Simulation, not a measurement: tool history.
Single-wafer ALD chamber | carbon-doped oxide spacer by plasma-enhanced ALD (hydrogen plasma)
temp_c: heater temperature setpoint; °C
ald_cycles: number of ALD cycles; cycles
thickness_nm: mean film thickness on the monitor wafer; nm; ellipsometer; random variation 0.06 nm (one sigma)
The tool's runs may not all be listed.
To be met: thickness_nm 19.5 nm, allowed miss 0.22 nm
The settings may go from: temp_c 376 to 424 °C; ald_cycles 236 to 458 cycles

run 1 day=0 | temp_c=400 ald_cycles=347 | thickness_nm=17.761
run 2 day=0.308 | temp_c=400 ald_cycles=323 | thickness_nm=16.518
run 3 day=0.496 | temp_c=394 ald_cycles=323 | thickness_nm=16.55
run 4 day=0.833 | temp_c=394 ald_cycles=341 | thickness_nm=17.418
run 5 day=0.929 | temp_c=394 ald_cycles=354 | thickness_nm=18.093
run 6 day=1 | temp_c=394 ald_cycles=363 | thickness_nm=18.609
-- day=1.221 thermocouple changed; heater temperature recalibrated
run 7 day=1.221 | temp_c=394 ald_cycles=368 | thickness_nm=18.819
run 8 day=1.412 | temp_c=394 ald_cycles=372 | thickness_nm=18.919
run 9 day=1.758 | temp_c=394 ald_cycles=376 | thickness_nm=19.25

4 next moves are on the table. One of them brings every result within its allowed miss. Which?
run A day=2.104 | temp_c=391 ald_cycles=369 | thickness_nm=?
run B day=2.104 | temp_c=393 ald_cycles=381 | thickness_nm=?
run C day=2.104 | temp_c=397 ald_cycles=374 | thickness_nm=?
run D day=2.104 | temp_c=387 ald_cycles=367 | thickness_nm=?

move=A thickness_nm=18.975
move=B thickness_nm=19.592
move=C thickness_nm=19.232
move=D thickness_nm=18.872
A: further off than the last run
B: meets every target
C: further off than the last run
D: further off than the last run
The right move is B.
